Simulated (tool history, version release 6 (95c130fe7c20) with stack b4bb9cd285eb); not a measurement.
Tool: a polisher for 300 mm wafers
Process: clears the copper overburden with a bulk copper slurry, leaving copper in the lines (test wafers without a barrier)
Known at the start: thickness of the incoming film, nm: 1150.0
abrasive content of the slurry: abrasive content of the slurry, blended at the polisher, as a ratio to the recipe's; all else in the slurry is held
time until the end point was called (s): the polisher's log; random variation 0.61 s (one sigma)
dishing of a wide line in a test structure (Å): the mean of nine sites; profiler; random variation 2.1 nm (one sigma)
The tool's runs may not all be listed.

run	day	flow of slurry (ml/min)	pressure of the wafer on the pad (psi)	speed of the pad under the wafer (cm/s)	abrasive content of the slurry	overpolish time after the end point (s)	time until the end point was called (s)	dishing of a wide line in a test structure (Å)
1	0	255	3.3	134	1	28	86.27	1293.9
2	0.054	255	3.6	134	1	27	80.637	1395.2
3	0.3	255	3.6	146	1	27	74.502	1401.5
4	0.358	255	2.8	146	1	27	86.89	1254.1
5	0.55	255	3.2	148	1	25	79.39	1274.2
6	0.838	255	3.5	148	1	24	74.131	1298.2
# day 1.212: worn pad replaced by a new one
7	1.212	255	3.7	148	1	24	68.063	1414.4

Forecast run 8:
8	1.558	255	3.8	148	1	23	?	?

{"run 8": {"time until the end point was called (s)": 66.506, "dishing of a wide line in a test structure (Å)": 1384.8}}
